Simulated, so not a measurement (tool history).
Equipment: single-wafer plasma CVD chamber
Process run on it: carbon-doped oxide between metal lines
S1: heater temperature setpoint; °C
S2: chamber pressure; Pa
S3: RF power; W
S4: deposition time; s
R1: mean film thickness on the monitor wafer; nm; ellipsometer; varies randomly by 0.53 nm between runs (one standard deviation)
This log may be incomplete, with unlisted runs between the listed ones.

run 1 hour=0.0 | S1=325 S2=796 S3=515 S4=23.2 | R1=134.200
run 2 hour=2.7 | S1=319 S2=796 S3=515 S4=23.2 | R1=135.840
run 3 hour=3.8 | S1=324 S2=748 S3=485 S4=23.2 | R1=128.400
run 4 hour=11.6 | S1=328 S2=713 S3=460 S4=23.2 | R1=119.170
run 5 hour=13.9 | S1=330 S2=687 S3=450 S4=23.2 | R1=116.800
run 6 hour=16.1 | S1=332 S2=667 S3=435 S4=23.2 | R1=111.890
run 7 hour=16.9 | S1=334 S2=648 S3=430 S4=23.2 | R1=109.720
run 8 hour=21.8 | S1=335 S2=632 S3=425 S4=23.2 | R1=108.170
run 9 hour=30.7 | S1=336 S2=619 S3=420 S4=23.2 | R1=105.790
run 10 hour=35.4 | S1=337 S2=609 S3=420 S4=23.2 | R1=105.260
run 11 hour=37.6 | S1=338 S2=600 S3=420 S4=23.2 | R1=103.390
run 12 hour=40.7 | S1=339 S2=596 S3=420 S4=23.2 | R1=104.900
run 13 hour=45.4 | S1=341 S2=577 S3=375 S4=23.2 | R1=92.450
run 14 hour=54.2 | S1=340 S2=583 S3=380 S4=23.2 | R1=93.880
run 15 hour=58.7 | S1=339 S2=588 S3=380 S4=23.2 | R1=94.838
run 16 hour=64.2 | S1=338 S2=593 S3=380 S4=23.2 | R1=95.565

Run 17, settings as shown, results not yet in. Your forecast:
run 17 hour=65.2 | S1=337 S2=597 S3=380 S4=23.2 | R1=?

R1: 94.775 nm
